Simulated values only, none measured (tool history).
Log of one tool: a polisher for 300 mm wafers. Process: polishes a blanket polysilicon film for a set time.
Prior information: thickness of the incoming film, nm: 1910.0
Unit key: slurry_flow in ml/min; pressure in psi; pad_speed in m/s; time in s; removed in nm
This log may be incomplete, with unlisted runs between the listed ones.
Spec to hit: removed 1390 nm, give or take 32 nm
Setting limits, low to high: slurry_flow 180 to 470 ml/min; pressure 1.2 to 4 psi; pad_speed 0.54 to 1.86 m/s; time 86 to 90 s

run 1 day=0 | slurry_flow=300 pressure=2.6 pad_speed=1.18 time=86 | removed=799.52
run 2 day=0.092 | slurry_flow=250 pressure=2.6 pad_speed=1.18 time=86 | removed=792.04
run 3 day=0.138 | slurry_flow=285 pressure=2.6 pad_speed=1.18 time=86 | removed=807.24
run 4 day=0.167 | slurry_flow=340 pressure=2.6 pad_speed=1.18 time=86 | removed=810.98
run 5 day=0.312 | slurry_flow=340 pressure=2.3 pad_speed=1.18 time=86 | removed=739.52
run 6 day=0.5 | slurry_flow=345 pressure=2.7 pad_speed=1.2 time=86 | removed=844.56
run 7 day=0.804 | slurry_flow=345 pressure=3 pad_speed=1.24 time=86 | removed=967.76
run 8 day=0.925 | slurry_flow=345 pressure=3.2 pad_speed=1.26 time=86 | removed=1034.3
run 9 day=1.038 | slurry_flow=345 pressure=3.4 pad_speed=1.28 time=86 | removed=1123.9
run 10 day=1.346 | slurry_flow=345 pressure=3.5 pad_speed=1.28 time=86 | removed=1129.3
run 11 day=1.7 | slurry_flow=345 pressure=3.6 pad_speed=1.3 time=86 | removed=1189.2
run 12 day=1.896 | slurry_flow=345 pressure=3.7 pad_speed=1.32 time=86 | removed=1232.3
run 13 day=1.979 | slurry_flow=360 pressure=4 pad_speed=1.34 time=86 | removed=1351.2

Below are 5 possible settings for the next run. Only one of them brings all results inside the allowed miss of their targets. Which is it?
run A day=2.062 | slurry_flow=330 pressure=4 pad_speed=1.26 time=90 | removed=?
run B day=2.062 | slurry_flow=335 pressure=3.8 pad_speed=1.38 time=90 | removed=?
run C day=2.062 | slurry_flow=345 pressure=4 pad_speed=1.26 time=90 | removed=?
run D day=2.062 | slurry_flow=335 pressure=3.7 pad_speed=1.38 time=89 | removed=?
run E day=2.062 | slurry_flow=370 pressure=4 pad_speed=1.26 time=87 | removed=?

move=A removed=1317
move=B removed=1376.9
move=C removed=1322
move=D removed=1330
move=E removed=1285.2
A: further off than the last run
B: all results in spec
C: further off than the last run
D: further off than the last run
E: further off than the last run
Answer: B

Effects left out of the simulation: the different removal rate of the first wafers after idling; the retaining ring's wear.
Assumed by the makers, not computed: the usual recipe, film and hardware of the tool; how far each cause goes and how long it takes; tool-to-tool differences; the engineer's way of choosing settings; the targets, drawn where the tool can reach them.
